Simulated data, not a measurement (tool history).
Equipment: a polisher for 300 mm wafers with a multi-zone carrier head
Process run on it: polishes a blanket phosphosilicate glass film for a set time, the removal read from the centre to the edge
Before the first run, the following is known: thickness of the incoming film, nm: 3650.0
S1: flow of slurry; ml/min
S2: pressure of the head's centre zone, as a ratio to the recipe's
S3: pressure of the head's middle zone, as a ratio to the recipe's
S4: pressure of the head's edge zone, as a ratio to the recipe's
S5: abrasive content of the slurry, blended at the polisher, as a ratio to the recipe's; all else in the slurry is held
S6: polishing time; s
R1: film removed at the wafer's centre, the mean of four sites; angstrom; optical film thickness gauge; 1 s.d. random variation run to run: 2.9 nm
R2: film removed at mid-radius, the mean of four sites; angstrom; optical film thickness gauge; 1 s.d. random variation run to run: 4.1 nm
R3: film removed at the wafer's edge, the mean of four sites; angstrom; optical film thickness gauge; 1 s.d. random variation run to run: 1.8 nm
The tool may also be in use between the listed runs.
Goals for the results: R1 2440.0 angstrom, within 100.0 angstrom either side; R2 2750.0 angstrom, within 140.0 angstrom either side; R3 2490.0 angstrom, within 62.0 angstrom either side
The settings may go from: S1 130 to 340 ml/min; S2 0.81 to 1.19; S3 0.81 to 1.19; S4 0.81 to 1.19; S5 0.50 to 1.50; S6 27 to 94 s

run,day,S1,S2,S3,S4,S5,S6,R1,R2,R3
1,0.000,220,1.00,1.00,1.00,1.00,60,3971.4,4038.8,3995.8
2,0.367,220,1.00,1.00,1.00,1.00,66,4541.5,4401.0,4346.6
3,0.446,220,1.00,1.00,1.03,1.00,66,4456.0,4536.8,4460.9
4,0.638,270,1.00,1.00,1.03,1.00,66,4666.5,4504.3,4548.5
5,0.767,270,1.00,1.00,1.12,1.00,66,4587.1,4503.9,4740.8
6,0.875,260,0.98,1.01,1.06,0.85,61,3911.5,3947.7,4028.3
7,1.004,245,0.96,1.02,1.01,0.75,57,3485.9,3551.4,3479.0
8,1.058,210,0.86,1.02,0.91,0.50,47,2173.1,2551.3,2308.6
9,1.083,225,0.87,1.03,0.92,0.50,47,2214.4,2558.6,2359.4
10,1.258,235,0.88,1.05,0.92,0.50,47,2317.8,2569.1,2386.2

5 candidate next runs follow, results not yet known. Just one meets every target within its allowed miss. Identify it.
A,1.433,305,0.91,1.00,1.05,0.50,47,?,?,?
B,1.433,240,0.89,1.05,0.81,0.50,48,?,?,?
C,1.433,190,0.96,1.17,0.81,0.55,44,?,?,?
D,1.433,255,0.91,1.07,0.94,0.55,47,?,?,?
E,1.433,320,0.89,1.01,0.94,0.75,37,?,?,?

move,R1,R2,R3
A,2415.8,2569.5,2564.1
B,2352.4,2662.2,2299.0
C,2281.3,2675.4,2121.7
D,2447.6,2762.3,2489.1
E,2177.2,2375.9,2237.1
A: carries the result that was furthest off beyond its target, to the other side
B: lands further from the targets than the last run did
C: lands further from the targets than the last run did
D: in spec on every target
E: lands further from the targets than the last run did
Move D is the one to make.

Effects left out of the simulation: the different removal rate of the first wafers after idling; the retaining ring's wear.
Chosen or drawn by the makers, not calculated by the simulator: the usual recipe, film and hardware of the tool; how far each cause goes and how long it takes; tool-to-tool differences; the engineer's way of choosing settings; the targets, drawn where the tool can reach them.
